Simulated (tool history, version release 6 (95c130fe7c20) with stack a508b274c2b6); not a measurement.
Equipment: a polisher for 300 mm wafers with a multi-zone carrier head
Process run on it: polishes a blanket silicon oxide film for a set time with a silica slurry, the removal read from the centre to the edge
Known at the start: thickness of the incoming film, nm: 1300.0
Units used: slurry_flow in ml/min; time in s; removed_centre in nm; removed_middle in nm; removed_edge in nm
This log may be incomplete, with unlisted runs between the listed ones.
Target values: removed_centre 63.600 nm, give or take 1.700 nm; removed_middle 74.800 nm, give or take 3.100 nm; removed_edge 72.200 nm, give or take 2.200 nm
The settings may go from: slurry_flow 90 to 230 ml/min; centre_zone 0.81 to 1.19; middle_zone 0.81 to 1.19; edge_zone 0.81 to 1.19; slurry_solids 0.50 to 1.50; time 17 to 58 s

Run 1, hour 0.0: slurry_flow 150 ml/min, centre_zone 1.00, middle_zone 1.00, edge_zone 1.00, slurry_solids 1.00, time 37 s. Result: removed_centre 151.330 nm, removed_middle 150.800 nm, removed_edge 149.870 nm.
Run 2, hour 1.9: slurry_flow 140 ml/min, centre_zone 0.95, middle_zone 0.99, edge_zone 0.96, slurry_solids 0.85, time 33 s. Result: removed_centre 116.160 nm, removed_middle 118.080 nm, removed_edge 116.520 nm.
Run 3, hour 2.6: slurry_flow 130 ml/min, centre_zone 0.91, middle_zone 1.00, edge_zone 0.96, slurry_solids 0.75, time 31 s. Result: removed_centre 92.974 nm, removed_middle 103.290 nm, removed_edge 98.614 nm.
Run 4, hour 3.3: slurry_flow 120 ml/min, centre_zone 0.88, middle_zone 0.98, edge_zone 0.94, slurry_solids 0.70, time 31 s. Result: removed_centre 81.197 nm, removed_middle 93.062 nm, removed_edge 91.873 nm.
Run 5, hour 8.4: slurry_flow 120 ml/min, centre_zone 0.87, middle_zone 0.97, edge_zone 0.91, slurry_solids 0.65, time 31 s. Result: removed_centre 77.521 nm, removed_middle 88.096 nm, removed_edge 85.625 nm.
Run 6, hour 9.3: slurry_flow 95 ml/min, centre_zone 0.87, middle_zone 0.97, edge_zone 0.91, slurry_solids 0.65, time 31 s. Result: removed_centre 69.998 nm, removed_middle 80.324 nm, removed_edge 79.860 nm.
Run 7, hour 12.0: slurry_flow 95 ml/min, centre_zone 0.86, middle_zone 0.97, edge_zone 0.88, slurry_solids 0.65, time 31 s. Result: removed_centre 70.182 nm, removed_middle 81.089 nm, removed_edge 78.727 nm.
Run 8, hour 17.8: slurry_flow 95 ml/min, centre_zone 0.85, middle_zone 0.96, edge_zone 0.86, slurry_solids 0.65, time 31 s. Result: removed_centre 69.042 nm, removed_middle 78.125 nm, removed_edge 76.927 nm.
Run 9, hour 24.5: slurry_flow 90 ml/min, centre_zone 0.81, middle_zone 0.98, edge_zone 0.82, slurry_solids 0.55, time 31 s. Result: removed_centre 54.656 nm, removed_middle 66.353 nm, removed_edge 64.215 nm.
Run 10, hour 26.9: slurry_flow 105 ml/min, centre_zone 0.81, middle_zone 0.98, edge_zone 0.83, slurry_solids 0.55, time 31 s. Result: removed_centre 57.264 nm, removed_middle 70.963 nm, removed_edge 67.328 nm.
Run 11, hour 31.5: slurry_flow 140 ml/min, centre_zone 0.85, middle_zone 0.93, edge_zone 0.85, slurry_solids 0.55, time 31 s. Result: removed_centre 67.071 nm, removed_middle 72.780 nm, removed_edge 71.133 nm.
Run 12, hour 34.9: slurry_flow 135 ml/min, centre_zone 0.85, middle_zone 0.94, edge_zone 0.86, slurry_solids 0.55, time 31 s. Result: removed_centre 65.950 nm, removed_middle 74.119 nm, removed_edge 71.795 nm.
Run 13, hour 37.1: slurry_flow 135 ml/min, centre_zone 0.85, middle_zone 0.94, edge_zone 0.86, slurry_solids 0.55, time 31 s. Result: removed_centre 66.567 nm, removed_middle 73.757 nm, removed_edge 70.527 nm.

Exactly one of the 5 candidate moves below puts every result within its allowed miss. Which one?
Run A, hour 39.3: slurry_flow 130 ml/min, centre_zone 0.92, middle_zone 0.96, edge_zone 0.91, slurry_solids 0.90, time 21 s. Result: removed_centre ?, removed_middle ?, removed_edge ?.
Run B, hour 39.3: slurry_flow 140 ml/min, centre_zone 0.85, middle_zone 0.89, edge_zone 0.81, slurry_solids 0.65, time 27 s. Result: removed_centre ?, removed_middle ?, removed_edge ?.
Run C, hour 39.3: slurry_flow 120 ml/min, centre_zone 0.91, middle_zone 0.98, edge_zone 0.92, slurry_solids 0.50, time 34 s. Result: removed_centre ?, removed_middle ?, removed_edge ?.
Run D, hour 39.3: slurry_flow 115 ml/min, centre_zone 0.82, middle_zone 0.94, edge_zone 0.83, slurry_solids 0.60, time 30 s. Result: removed_centre ?, removed_middle ?, removed_edge ?.
Run E, hour 39.3: slurry_flow 170 ml/min, centre_zone 0.87, middle_zone 0.97, edge_zone 0.84, slurry_solids 0.50, time 32 s. Result: removed_centre ?, removed_middle ?, removed_edge ?.

move  removed_centre  removed_middle  removed_edge
   A          72.202          74.808        74.288
   B          68.336          71.902        71.846
   C          67.259          71.887        70.937
   D          64.201          73.790        72.232
   E          66.080          72.562        67.755
A: its largest miss is bigger than the last run's
B: its largest miss is bigger than the last run's
C: its largest miss is bigger than the last run's
D: all results land within tolerance of their targets
E: its largest miss is bigger than the last run's
The right move is D.

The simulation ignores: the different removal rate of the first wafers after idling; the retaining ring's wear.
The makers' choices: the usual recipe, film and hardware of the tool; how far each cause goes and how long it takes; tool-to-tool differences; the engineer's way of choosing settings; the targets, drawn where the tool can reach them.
